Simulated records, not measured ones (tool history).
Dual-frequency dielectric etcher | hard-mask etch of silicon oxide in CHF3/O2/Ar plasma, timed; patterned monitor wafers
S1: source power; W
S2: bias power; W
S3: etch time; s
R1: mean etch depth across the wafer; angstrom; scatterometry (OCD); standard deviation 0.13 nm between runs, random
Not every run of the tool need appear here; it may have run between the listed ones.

{"run": 1, "hour": 0.0, "S1": 670, "S2": 237, "S3": 32.0, "R1": 705.17}
{"run": 2, "hour": 2.8, "S1": 670, "S2": 220, "S3": 32.0, "R1": 678.74}
{"run": 3, "hour": 11.3, "S1": 670, "S2": 246, "S3": 32.0, "R1": 715.3}
{"run": 4, "hour": 13.0, "S1": 670, "S2": 246, "S3": 33.5, "R1": 747.16}
{"run": 5, "hour": 18.3, "S1": 670, "S2": 246, "S3": 32.0, "R1": 714.04}
{"run": 6, "hour": 24.3, "S1": 670, "S2": 229, "S3": 32.0, "R1": 690.01}
{"run": 7, "hour": 26.5, "S1": 530, "S2": 223, "S3": 32.0, "R1": 650.88}
{"run": 8, "hour": 28.5, "S1": 520, "S2": 221, "S3": 32.0, "R1": 644.29}
{"run": 9, "hour": 33.6, "S1": 510, "S2": 219, "S3": 32.0, "R1": 638.57}
{"run": 10, "hour": 38.6, "S1": 500, "S2": 218, "S3": 32.0, "R1": 635.48}
{"run": 11, "hour": 43.8, "S1": 490, "S2": 217, "S3": 32.0, "R1": 633.54}

For run 12, what comes out?
{"hour": 52.8, "done": "source power generator calibrated"}
{"run": 12, "hour": 52.8, "S1": 490, "S2": 217, "S3": 32.0, "R1": "?"}

{"run 12": {"R1": 637.45}}
